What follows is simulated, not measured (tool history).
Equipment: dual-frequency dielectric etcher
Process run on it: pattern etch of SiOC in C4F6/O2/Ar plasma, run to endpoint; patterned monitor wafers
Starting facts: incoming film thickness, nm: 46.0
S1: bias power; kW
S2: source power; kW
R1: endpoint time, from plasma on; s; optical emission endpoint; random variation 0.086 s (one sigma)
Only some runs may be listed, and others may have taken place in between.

run,day,S1,S2,R1
1,0.000,0.329,0.440,17.524
2,0.296,0.386,0.440,16.470
3,0.404,0.364,0.440,16.927
4,0.446,0.346,0.440,17.159
5,0.821,0.346,0.480,16.783
6,1.042,0.384,0.480,15.893
7,1.083,0.358,0.480,16.447
8,1.208,0.337,0.480,17.061
9,1.558,0.323,0.480,17.212
10,1.612,0.309,0.480,17.468
11,1.917,0.297,0.480,17.749

Predict the results of run 12:
12,2.212,0.288,0.480,?

{"run 12": {"R1": 18.097}}
